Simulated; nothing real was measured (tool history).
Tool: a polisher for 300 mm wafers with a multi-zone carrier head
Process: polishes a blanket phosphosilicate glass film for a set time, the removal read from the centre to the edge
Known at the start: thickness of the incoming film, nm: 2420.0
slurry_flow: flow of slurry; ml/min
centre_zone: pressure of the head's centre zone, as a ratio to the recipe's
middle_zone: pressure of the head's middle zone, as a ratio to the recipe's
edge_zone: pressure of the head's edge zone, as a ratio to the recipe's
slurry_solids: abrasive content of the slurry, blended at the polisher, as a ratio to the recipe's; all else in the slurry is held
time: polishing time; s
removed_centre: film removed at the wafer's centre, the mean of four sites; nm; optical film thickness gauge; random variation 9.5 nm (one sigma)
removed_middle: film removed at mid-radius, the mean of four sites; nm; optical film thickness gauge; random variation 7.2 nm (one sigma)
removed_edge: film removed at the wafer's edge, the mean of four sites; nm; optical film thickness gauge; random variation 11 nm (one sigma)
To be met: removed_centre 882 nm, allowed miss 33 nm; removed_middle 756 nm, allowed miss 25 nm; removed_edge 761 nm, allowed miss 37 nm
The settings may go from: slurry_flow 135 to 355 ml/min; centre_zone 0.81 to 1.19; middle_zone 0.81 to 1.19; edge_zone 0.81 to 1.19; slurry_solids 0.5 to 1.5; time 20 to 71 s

run 1 hour=0 | slurry_flow=225 centre_zone=1 middle_zone=1 edge_zone=1 slurry_solids=1 time=45 | removed_centre=515.87 removed_middle=521.79 removed_edge=503.67
run 2 hour=8.3 | slurry_flow=235 centre_zone=1.04 middle_zone=1.01 edge_zone=1.03 slurry_solids=1.1 time=46 | removed_centre=576.65 removed_middle=567.68 removed_edge=558.93
run 3 hour=15.7 | slurry_flow=280 centre_zone=1.04 middle_zone=1.01 edge_zone=1.03 slurry_solids=1.1 time=46 | removed_centre=584.65 removed_middle=585.67 removed_edge=571.6
run 4 hour=24.4 | slurry_flow=280 centre_zone=1.04 middle_zone=1.01 edge_zone=1.11 slurry_solids=1.1 time=46 | removed_centre=593.12 removed_middle=585.92 removed_edge=572.1
run 5 hour=29.4 | slurry_flow=280 centre_zone=1.07 middle_zone=1.01 edge_zone=1.11 slurry_solids=1.2 time=47 | removed_centre=653.52 removed_middle=620.54 removed_edge=587.9
run 6 hour=37.7 | slurry_flow=280 centre_zone=1.07 middle_zone=1.01 edge_zone=1.15 slurry_solids=1.2 time=47 | removed_centre=644.37 removed_middle=620.31 removed_edge=613.86
run 7 hour=43.9 | slurry_flow=275 centre_zone=1.09 middle_zone=1 edge_zone=1.15 slurry_solids=1.25 time=48 | removed_centre=689.18 removed_middle=634.29 removed_edge=638.31
run 8 hour=45.1 | slurry_flow=270 centre_zone=1.1 middle_zone=1 edge_zone=1.15 slurry_solids=1.3 time=49 | removed_centre=704.99 removed_middle=656.73 removed_edge=652.71
run 9 hour=49.9 | slurry_flow=275 centre_zone=1.12 middle_zone=0.99 edge_zone=1.15 slurry_solids=1.35 time=50 | removed_centre=748.87 removed_middle=683.77 removed_edge=703.52
run 10 hour=58.3 | slurry_flow=290 centre_zone=1.14 middle_zone=0.99 edge_zone=1.15 slurry_solids=1.35 time=50 | removed_centre=779.23 removed_middle=674.73 removed_edge=680.16
run 11 hour=66.6 | slurry_flow=290 centre_zone=1.15 middle_zone=0.99 edge_zone=1.15 slurry_solids=1.4 time=51 | removed_centre=808.95 removed_middle=690.4 removed_edge=713.9
run 12 hour=70 | slurry_flow=290 centre_zone=1.15 middle_zone=1 edge_zone=1.15 slurry_solids=1.4 time=51 | removed_centre=808.13 removed_middle=701.78 removed_edge=702.05
run 13 hour=77.2 | slurry_flow=295 centre_zone=1.16 middle_zone=1 edge_zone=1.16 slurry_solids=1.45 time=52 | removed_centre=846.27 removed_middle=727.16 removed_edge=733.11
run 14 hour=84.1 | slurry_flow=295 centre_zone=1.16 middle_zone=1 edge_zone=1.16 slurry_solids=1.45 time=52 | removed_centre=835.35 removed_middle=728.01 removed_edge=733.71

Which of these 5 next moves meets every target?
run A hour=91 | slurry_flow=215 centre_zone=1.1 middle_zone=1.03 edge_zone=1.19 slurry_solids=1.3 time=56 | removed_centre=? removed_middle=? removed_edge=?
run B hour=91 | slurry_flow=285 centre_zone=1.19 middle_zone=1.1 edge_zone=1.16 slurry_solids=1.5 time=48 | removed_centre=? removed_middle=? removed_edge=?
run C hour=91 | slurry_flow=275 centre_zone=1.08 middle_zone=0.95 edge_zone=1.18 slurry_solids=1.5 time=53 | removed_centre=? removed_middle=? removed_edge=?
run D hour=91 | slurry_flow=300 centre_zone=1.14 middle_zone=0.96 edge_zone=1.07 slurry_solids=1.4 time=57 | removed_centre=? removed_middle=? removed_edge=?
run E hour=91 | slurry_flow=220 centre_zone=1.17 middle_zone=0.89 edge_zone=1.15 slurry_solids=1.15 time=61 | removed_centre=? removed_middle=? removed_edge=?

move=A removed_centre=784.42 removed_middle=758.81 removed_edge=740.97
move=B removed_centre=797.8 removed_middle=750.76 removed_edge=681.16
move=C removed_centre=794.8 removed_middle=729.81 removed_edge=755.85
move=D removed_centre=888.69 removed_middle=778.67 removed_edge=772.26
move=E removed_centre=866.57 removed_middle=697.21 removed_edge=761.67
A: further off than the last run
B: further off than the last run
C: further off than the last run
D: meets every target
E: brings the result that was furthest off to its target, and leaves another outside
Move D is the one to make.
